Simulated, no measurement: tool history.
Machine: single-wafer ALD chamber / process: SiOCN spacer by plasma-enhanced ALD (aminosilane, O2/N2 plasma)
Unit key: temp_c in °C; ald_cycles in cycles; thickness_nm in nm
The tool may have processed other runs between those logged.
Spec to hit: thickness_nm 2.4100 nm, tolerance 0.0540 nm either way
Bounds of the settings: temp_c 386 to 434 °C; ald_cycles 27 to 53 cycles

Run 1, hour 0.0: temp_c 410 °C, ald_cycles 40 cycles. Result: thickness_nm 2.1327 nm.
Run 2, hour 8.4: temp_c 419 °C, ald_cycles 40 cycles. Result: thickness_nm 2.0635 nm.
Run 3, hour 11.0: temp_c 423 °C, ald_cycles 40 cycles. Result: thickness_nm 2.0399 nm.
Run 4, hour 12.2: temp_c 419 °C, ald_cycles 41 cycles. Result: thickness_nm 2.1153 nm.
Run 5, hour 15.7: temp_c 415 °C, ald_cycles 42 cycles. Result: thickness_nm 2.1926 nm.
Run 6, hour 21.8: temp_c 412 °C, ald_cycles 43 cycles. Result: thickness_nm 2.2713 nm.
Run 7, hour 23.7: temp_c 410 °C, ald_cycles 43 cycles. Result: thickness_nm 2.2907 nm.
Run 8, hour 30.9: temp_c 410 °C, ald_cycles 43 cycles. Result: thickness_nm 2.2836 nm.
Run 9, hour 38.0: temp_c 410 °C, ald_cycles 43 cycles. Result: thickness_nm 2.2853 nm.
Run 10, hour 41.5: temp_c 408 °C, ald_cycles 43 cycles. Result: thickness_nm 2.3018 nm.
Run 11, hour 45.3: temp_c 406 °C, ald_cycles 43 cycles. Result: thickness_nm 2.3181 nm.

5 candidate next runs follow, results not yet known. Just one meets every target within its allowed miss. Identify it.
Run A, hour 49.1: temp_c 408 °C, ald_cycles 42 cycles. Result: thickness_nm ?.
Run B, hour 49.1: temp_c 406 °C, ald_cycles 42 cycles. Result: thickness_nm ?.
Run C, hour 49.1: temp_c 390 °C, ald_cycles 44 cycles. Result: thickness_nm ?.
Run D, hour 49.1: temp_c 410 °C, ald_cycles 43 cycles. Result: thickness_nm ?.
Run E, hour 49.1: temp_c 396 °C, ald_cycles 41 cycles. Result: thickness_nm ?.

move  thickness_nm
   A        2.2485
   B        2.2626
   C        2.4131
   D        2.2875
   E        2.2486
A: lands further from the targets than the last run did
B: lands further from the targets than the last run did
C: each result inside its tolerance
D: lands further from the targets than the last run did
E: lands further from the targets than the last run did
C meets every target.
